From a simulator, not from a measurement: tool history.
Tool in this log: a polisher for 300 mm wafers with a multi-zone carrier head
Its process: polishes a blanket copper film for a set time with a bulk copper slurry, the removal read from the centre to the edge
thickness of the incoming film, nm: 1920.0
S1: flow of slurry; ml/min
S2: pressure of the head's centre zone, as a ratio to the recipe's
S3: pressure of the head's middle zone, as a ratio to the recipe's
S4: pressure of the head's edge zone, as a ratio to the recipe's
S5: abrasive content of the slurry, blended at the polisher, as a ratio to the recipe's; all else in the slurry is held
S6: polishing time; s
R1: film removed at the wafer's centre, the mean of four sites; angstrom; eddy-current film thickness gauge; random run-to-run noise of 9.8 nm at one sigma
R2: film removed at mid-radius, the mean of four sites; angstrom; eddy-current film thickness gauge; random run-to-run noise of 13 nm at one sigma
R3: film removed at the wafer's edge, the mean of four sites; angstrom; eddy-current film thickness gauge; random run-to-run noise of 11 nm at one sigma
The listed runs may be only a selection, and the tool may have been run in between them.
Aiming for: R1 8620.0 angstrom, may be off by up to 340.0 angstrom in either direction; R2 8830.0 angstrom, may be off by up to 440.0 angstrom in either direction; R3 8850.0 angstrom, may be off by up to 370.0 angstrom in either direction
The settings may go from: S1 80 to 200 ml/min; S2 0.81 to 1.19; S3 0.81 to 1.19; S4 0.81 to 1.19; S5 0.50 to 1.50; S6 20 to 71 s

{"run": 1, "hour": 0.0, "S1": 130, "S2": 1.0, "S3": 1.0, "S4": 1.0, "S5": 1.0, "S6": 45, "R1": 6867.4, "R2": 6620.0, "R3": 6807.6}
{"run": 2, "hour": 1.3, "S1": 115, "S2": 1.0, "S3": 1.0, "S4": 1.0, "S5": 1.0, "S6": 45, "R1": 6626.4, "R2": 6577.6, "R3": 6500.5}
{"run": 3, "hour": 7.2, "S1": 115, "S2": 1.0, "S3": 1.0, "S4": 1.0, "S5": 1.2, "S6": 45, "R1": 6817.4, "R2": 6795.6, "R3": 6789.9}
{"run": 4, "hour": 13.0, "S1": 115, "S2": 1.0, "S3": 1.0, "S4": 0.94, "S5": 1.2, "S6": 45, "R1": 6926.6, "R2": 7028.6, "R3": 6762.0}
{"run": 5, "hour": 13.6, "S1": 130, "S2": 0.99, "S3": 1.01, "S4": 0.95, "S5": 1.3, "S6": 46, "R1": 7374.1, "R2": 7563.9, "R3": 7181.5}
{"run": 6, "hour": 18.8, "S1": 140, "S2": 0.98, "S3": 1.01, "S4": 0.97, "S5": 1.35, "S6": 47, "R1": 7805.3, "R2": 7607.4, "R3": 7485.4}
{"run": 7, "hour": 22.3, "S1": 145, "S2": 0.96, "S3": 1.02, "S4": 0.98, "S5": 1.4, "S6": 48, "R1": 7772.7, "R2": 8444.6, "R3": 7928.1}
{"run": 8, "hour": 30.1, "S1": 155, "S2": 0.96, "S3": 1.01, "S4": 1.0, "S5": 1.45, "S6": 48, "R1": 8170.2, "R2": 8293.2, "R3": 7931.8}
{"run": 9, "hour": 35.7, "S1": 155, "S2": 0.96, "S3": 1.01, "S4": 1.0, "S5": 1.45, "S6": 48, "R1": 8282.0, "R2": 7994.3, "R3": 8022.4}
{"run": 10, "hour": 43.0, "S1": 155, "S2": 0.96, "S3": 1.01, "S4": 1.0, "S5": 1.45, "S6": 48, "R1": 8039.0, "R2": 7984.8, "R3": 8053.9}
{"run": 11, "hour": 48.2, "S1": 160, "S2": 0.95, "S3": 1.02, "S4": 1.01, "S5": 1.45, "S6": 49, "R1": 8307.8, "R2": 8692.1, "R3": 8318.5}
{"run": 12, "hour": 51.9, "S1": 160, "S2": 0.95, "S3": 1.02, "S4": 1.02, "S5": 1.45, "S6": 49, "R1": 8279.1, "R2": 8520.8, "R3": 8244.3}

Which single option among these 5 for the next run brings every result within its allowed miss of target? Just one does.
{"run": "A", "hour": 55.6, "S1": 180, "S2": 0.99, "S3": 1.09, "S4": 1.0, "S5": 1.4, "S6": 52, "R1": "?", "R2": "?", "R3": "?"}
{"run": "B", "hour": 55.6, "S1": 150, "S2": 0.81, "S3": 0.93, "S4": 1.03, "S5": 1.5, "S6": 51, "R1": "?", "R2": "?", "R3": "?"}
{"run": "C", "hour": 55.6, "S1": 190, "S2": 0.93, "S3": 1.09, "S4": 1.09, "S5": 1.5, "S6": 52, "R1": "?", "R2": "?", "R3": "?"}
{"run": "D", "hour": 55.6, "S1": 170, "S2": 0.9, "S3": 0.98, "S4": 1.02, "S5": 1.15, "S6": 55, "R1": "?", "R2": "?", "R3": "?"}
{"run": "E", "hour": 55.6, "S1": 170, "S2": 0.91, "S3": 0.87, "S4": 1.01, "S5": 1.4, "S6": 58, "R1": "?", "R2": "?", "R3": "?"}

move=A R1=9107.0 R2=9672.0 R3=9036.2
move=B R1=7809.4 R2=8181.4 R3=8960.0
move=C R1=9017.0 R2=9925.8 R3=9653.8
move=D R1=8569.7 R2=8811.9 R3=9131.5
move=E R1=9552.2 R2=8844.7 R3=10088.0
A: meets the target for the result that was furthest off, but another lies outside its allowed miss
B: meets the target for the result that was furthest off, but another lies outside its allowed miss
C: takes the result that was furthest off past its target
D: every result lands within tolerance
E: takes the result that was furthest off past its target
The right move is D.

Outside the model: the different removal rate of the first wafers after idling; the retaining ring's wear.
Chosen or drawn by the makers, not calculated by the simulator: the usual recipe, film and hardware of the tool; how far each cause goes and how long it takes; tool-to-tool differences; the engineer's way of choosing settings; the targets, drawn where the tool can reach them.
